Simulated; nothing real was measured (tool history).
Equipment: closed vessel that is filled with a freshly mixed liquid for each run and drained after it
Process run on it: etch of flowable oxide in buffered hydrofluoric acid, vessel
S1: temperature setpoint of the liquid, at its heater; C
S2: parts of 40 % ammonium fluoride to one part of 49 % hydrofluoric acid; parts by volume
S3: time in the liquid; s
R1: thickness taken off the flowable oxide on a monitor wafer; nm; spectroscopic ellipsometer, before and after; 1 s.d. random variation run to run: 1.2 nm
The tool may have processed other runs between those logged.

| run | hour | S1 | S2 | S3 | R1 |
|---|---|---|---|---|---|
| 1 | 0 | 22 | 9 | 90 | 167.01 |
| 2 | 5 | 22 | 6.5 | 90 | 235.35 |
| 3 | 12.7 | 21 | 7 | 90 | 206.32 |
| 4 | 20.4 | 21 | 7 | 100 | 232.27 |
| 5 | 22.2 | 20 | 7.5 | 100 | 203.69 |
| 6 | 26.8 | 19.5 | 8 | 100 | 182.51 |

Estimate the outcome of run 7 from the log above:
| 7 | 29.4 | 19 | 8.5 | 100 | ? |

Run 7 produced R1 167.23 nm.

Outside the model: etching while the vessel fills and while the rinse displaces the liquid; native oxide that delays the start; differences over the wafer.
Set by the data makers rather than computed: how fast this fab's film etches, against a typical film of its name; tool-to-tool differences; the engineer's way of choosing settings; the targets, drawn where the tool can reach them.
